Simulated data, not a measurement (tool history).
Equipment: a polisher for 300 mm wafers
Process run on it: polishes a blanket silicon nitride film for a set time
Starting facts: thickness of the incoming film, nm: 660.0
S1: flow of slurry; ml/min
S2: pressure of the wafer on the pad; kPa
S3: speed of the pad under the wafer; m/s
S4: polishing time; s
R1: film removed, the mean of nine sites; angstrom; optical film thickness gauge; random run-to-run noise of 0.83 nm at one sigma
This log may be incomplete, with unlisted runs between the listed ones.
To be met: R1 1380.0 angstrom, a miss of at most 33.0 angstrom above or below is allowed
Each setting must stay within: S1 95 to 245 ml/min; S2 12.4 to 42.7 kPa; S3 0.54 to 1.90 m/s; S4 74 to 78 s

| run | hour | S1 | S2 | S3 | S4 | R1 |
|---|---|---|---|---|---|---|
| 1 | 0.0 | 155 | 27.6 | 1.22 | 74 | 1920.9 |
| 2 | 6.0 | 155 | 27.6 | 1.10 | 74 | 1777.3 |
| 3 | 11.0 | 150 | 26.9 | 1.10 | 74 | 1726.6 |
| 4 | 18.5 | 150 | 26.9 | 1.10 | 74 | 1719.1 |
| 5 | 20.1 | 145 | 26.2 | 1.10 | 74 | 1685.5 |
| 6 | 21.1 | 145 | 26.2 | 1.10 | 78 | 1767.5 |
| 7 | 28.4 | 140 | 25.5 | 1.10 | 78 | 1714.2 |
| 8 | 37.0 | 135 | 24.8 | 1.10 | 78 | 1660.6 |
| 9 | 44.5 | 130 | 24.1 | 1.10 | 78 | 1595.3 |
| 10 | 51.9 | 125 | 23.4 | 1.10 | 78 | 1573.7 |

Which one of the following 4 next-run settings gets every result inside its allowed miss? There is exactly one.
| A | 59.3 | 95 | 28.3 | 1.24 | 78 | ? |
| B | 59.3 | 110 | 23.4 | 1.00 | 75 | ? |
| C | 59.3 | 110 | 19.3 | 1.40 | 74 | ? |
| D | 59.3 | 95 | 24.8 | 1.04 | 74 | ? |

| move | R1 |
|---|---|
| A | 2025.5 |
| B | 1403.0 |
| C | 1480.5 |
| D | 1484.1 |
A: further off than the last run
B: hits every target within its allowed miss
C: an improvement on the last run, though not all results are within tolerance
D: an improvement on the last run, though not all results are within tolerance
The move that meets every target is B.

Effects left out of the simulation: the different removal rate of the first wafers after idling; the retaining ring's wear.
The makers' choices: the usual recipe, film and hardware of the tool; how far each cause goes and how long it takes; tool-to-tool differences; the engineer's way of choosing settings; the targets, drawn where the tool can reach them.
